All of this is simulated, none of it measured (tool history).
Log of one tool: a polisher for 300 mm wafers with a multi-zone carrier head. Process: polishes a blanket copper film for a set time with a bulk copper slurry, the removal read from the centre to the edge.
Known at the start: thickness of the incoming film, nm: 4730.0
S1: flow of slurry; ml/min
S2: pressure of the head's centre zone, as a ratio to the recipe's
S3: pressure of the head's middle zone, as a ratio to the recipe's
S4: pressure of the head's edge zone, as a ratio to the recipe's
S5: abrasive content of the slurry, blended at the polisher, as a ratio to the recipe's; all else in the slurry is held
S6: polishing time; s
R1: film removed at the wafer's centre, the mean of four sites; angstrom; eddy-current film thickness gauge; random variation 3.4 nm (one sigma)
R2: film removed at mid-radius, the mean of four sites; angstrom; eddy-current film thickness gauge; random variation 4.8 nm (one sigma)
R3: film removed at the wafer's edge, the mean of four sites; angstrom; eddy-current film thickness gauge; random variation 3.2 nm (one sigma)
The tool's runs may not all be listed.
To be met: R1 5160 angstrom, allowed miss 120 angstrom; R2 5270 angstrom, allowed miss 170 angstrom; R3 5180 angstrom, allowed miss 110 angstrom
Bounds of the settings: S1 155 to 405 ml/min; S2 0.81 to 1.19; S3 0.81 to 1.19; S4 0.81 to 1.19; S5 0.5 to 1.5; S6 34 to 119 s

run	day	S1	S2	S3	S4	S5	S6	R1	R2	R3
1	0	260	1	1	1	1	76	7661.1	7286.6	7214.6
2	0.15	260	1	1	1	1.1	76	7831.3	7529.1	7284.2
3	0.192	260	1	1	1	1.1	94	9791.7	9031.4	9075.2
4	0.433	260	1	1	1	1.1	112	11479	10900	10905
5	0.788	255	0.98	0.99	0.98	1	105	10392	9897.3	9753.4
6	0.833	245	0.96	0.97	0.97	0.95	99	9265.4	9161.5	8976.9
7	1.183	245	0.95	0.95	0.96	0.9	94	8713.8	8234.6	8272
8	1.433	235	0.93	0.94	0.95	0.85	90	7813.1	7582.3	7811.4
9	1.567	305	0.93	0.98	0.85	0.6	68	5316.7	5425.8	5029.1
10	1.6	305	0.93	0.98	0.86	0.6	68	5358.6	5395.3	5029.8
11	1.638	305	0.92	0.98	0.87	0.6	68	5332.2	5397.8	5046.1
# day 1.921: centre zone pressure recalibrated
12	1.921	300	0.91	0.98	0.88	0.6	68	4923.5	5390.4	5049.8
13	2.071	340	0.92	0.92	0.9	0.65	68	5191.5	5407.2	5335.6

5 next moves are on the table. One of them brings every result within its allowed miss. Which?
A	2.221	400	0.9	0.97	0.82	0.75	64	?	?	?
B	2.221	395	0.93	1	0.88	0.65	67	?	?	?
C	2.221	295	0.89	0.89	0.89	0.6	74	?	?	?
D	2.221	325	0.91	0.91	0.84	0.5	77	?	?	?
E	2.221	340	0.89	0.88	0.94	0.9	61	?	?	?

move	R1	R2	R3
A	5146.1	5585.8	5161.7
B	5268.9	5674.9	5275.2
C	5226.7	5358.3	5559.3
D	5158.3	5260.7	5207.5
E	5087.8	5159.6	5525
A: brings the result that was furthest off to its target, and leaves another outside
B: brings the result that was furthest off to its target, and leaves another outside
C: further off than the last run
D: meets every target
E: further off than the last run
Answer: D

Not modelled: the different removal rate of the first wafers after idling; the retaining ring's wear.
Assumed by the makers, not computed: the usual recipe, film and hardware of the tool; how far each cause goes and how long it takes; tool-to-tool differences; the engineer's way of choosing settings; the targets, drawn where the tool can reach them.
